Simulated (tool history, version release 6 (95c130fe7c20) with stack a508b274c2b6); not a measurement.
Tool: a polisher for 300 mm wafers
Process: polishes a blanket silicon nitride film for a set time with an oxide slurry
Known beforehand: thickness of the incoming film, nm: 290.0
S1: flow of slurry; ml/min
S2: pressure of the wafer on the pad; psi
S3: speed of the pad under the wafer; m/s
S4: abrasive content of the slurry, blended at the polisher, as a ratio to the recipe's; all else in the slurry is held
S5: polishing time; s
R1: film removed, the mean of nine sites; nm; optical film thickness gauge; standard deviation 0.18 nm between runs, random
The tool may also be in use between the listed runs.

run	hour	S1	S2	S3	S4	S5	R1
1	0.0	255	4.9	0.86	1.0	46	31.290
2	4.3	290	4.9	0.86	1.0	46	31.232
3	6.1	290	4.5	0.86	1.0	46	28.442
4	8.4	290	4.2	0.86	1.0	46	27.054
5	11.9	290	4.2	0.86	1.0	46	27.114
6	13.4	290	3.9	0.86	1.0	46	24.958
7	20.0	290	3.7	0.86	1.0	46	23.756
8	28.3	290	3.5	0.86	1.0	46	22.886
9	31.8	285	2.2	0.84	1.0	46	14.253
10	35.4	295	2.3	0.84	1.0	46	14.732
11	39.3	295	2.4	0.84	1.0	46	15.683
12	40.1	305	2.4	0.84	1.0	46	15.823
13	43.8	315	2.4	0.84	1.0	46	15.914

Run 14 is up next; what results do you expect?
14	45.2	320	2.4	0.84	1.0	46	?

Run 14 gave R1 15.421 nm.
